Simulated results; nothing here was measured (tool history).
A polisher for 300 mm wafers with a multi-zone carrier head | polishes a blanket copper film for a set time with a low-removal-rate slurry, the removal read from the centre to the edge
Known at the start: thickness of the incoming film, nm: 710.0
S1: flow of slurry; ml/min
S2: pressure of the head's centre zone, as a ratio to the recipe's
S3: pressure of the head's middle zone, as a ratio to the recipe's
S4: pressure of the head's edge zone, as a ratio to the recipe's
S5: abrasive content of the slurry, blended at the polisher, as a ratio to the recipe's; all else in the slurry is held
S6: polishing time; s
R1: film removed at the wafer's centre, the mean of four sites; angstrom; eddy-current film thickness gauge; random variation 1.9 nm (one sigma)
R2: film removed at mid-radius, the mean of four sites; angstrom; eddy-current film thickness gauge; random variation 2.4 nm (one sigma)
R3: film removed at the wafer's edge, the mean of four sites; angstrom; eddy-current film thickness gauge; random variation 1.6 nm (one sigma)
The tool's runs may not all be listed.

run  hour   S1    S2    S3    S4    S5  S6      R1      R2      R3
  1   0.0  280  1.00  1.00  1.00  1.00  87  2783.1  2749.4  2783.7
  2   2.5  245  1.00  1.00  1.00  1.00  87  2729.3  2827.1  2832.6
  3   8.3  290  1.00  1.00  1.00  1.00  87  2786.1  2759.7  2812.1
  4  15.8  290  1.00  1.00  1.00  1.15  87  2845.6  2877.8  2975.2
  5  24.3  290  0.95  0.96  1.01  1.00  82  2445.9  2564.6  2700.7
  6  33.0  290  0.95  0.92  1.01  1.00  82  2457.0  2460.4  2729.5
  7  38.9  290  0.95  0.92  1.01  1.00  82  2481.1  2501.9  2707.4
  8  47.9  295  0.93  0.89  1.01  0.85  78  2182.8  2164.3  2432.8

Run 9 comes next. What will it give?
  9  55.9  295  0.91  0.88  0.99  0.75  78   ?   ?   ?

Run 9 gave R1 2102.2 angstrom, R2 2072.5 angstrom, R3 2349.4 angstrom.
